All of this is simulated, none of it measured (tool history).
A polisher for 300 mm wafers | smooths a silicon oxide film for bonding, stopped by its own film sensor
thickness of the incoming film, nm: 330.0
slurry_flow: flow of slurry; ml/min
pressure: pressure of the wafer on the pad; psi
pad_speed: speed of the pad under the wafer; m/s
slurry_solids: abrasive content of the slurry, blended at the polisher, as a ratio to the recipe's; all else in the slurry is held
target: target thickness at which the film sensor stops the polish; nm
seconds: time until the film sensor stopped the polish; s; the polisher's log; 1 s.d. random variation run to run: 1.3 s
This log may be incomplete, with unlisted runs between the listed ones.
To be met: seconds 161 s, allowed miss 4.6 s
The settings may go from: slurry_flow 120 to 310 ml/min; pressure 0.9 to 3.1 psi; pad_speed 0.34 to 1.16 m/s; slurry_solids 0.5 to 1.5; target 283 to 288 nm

| run | hour | slurry_flow | pressure | pad_speed | slurry_solids | target | seconds |
|---|---|---|---|---|---|---|---|
| 1 | 0 | 200 | 2 | 0.74 | 1 | 283 | 97.936 |
| 2 | 4.9 | 200 | 2.2 | 0.74 | 1 | 283 | 88.529 |
| 3 | 10.9 | 195 | 1.9 | 0.74 | 1 | 283 | 101.04 |
| 4 | 12.1 | 195 | 1.9 | 0.86 | 1 | 283 | 90.748 |
| 5 | 20.1 | 195 | 1.9 | 0.72 | 1 | 283 | 104.21 |
| 6 | 23 | 195 | 1.6 | 0.72 | 1 | 283 | 121.86 |
| 7 | 32 | 195 | 1.4 | 0.72 | 1 | 283 | 141.47 |
| 8 | 35.6 | 195 | 1.3 | 0.72 | 1 | 283 | 150.31 |

5 candidate next runs follow, results not yet known. Just one meets every target within its allowed miss. Identify it.
| A | 39.2 | 175 | 1.5 | 0.48 | 1 | 286 | ? |
| B | 39.2 | 130 | 1.3 | 0.74 | 0.85 | 283 | ? |
| C | 39.2 | 120 | 1.2 | 0.72 | 0.95 | 287 | ? |
| D | 39.2 | 210 | 1.4 | 0.66 | 1.1 | 283 | ? |
| E | 39.2 | 195 | 1.1 | 0.72 | 1.05 | 283 | ? |

| move | seconds |
|---|---|
| A | 170.5 |
| B | 173.74 |
| C | 161.85 |
| D | 140.81 |
| E | 171.52 |
A: takes the result that was furthest off past its target
B: takes the result that was furthest off past its target
C: all results land within tolerance of their targets
D: moves away from the targets compared with the last run
E: takes the result that was furthest off past its target
So the answer is move C, the one that meets all the targets.
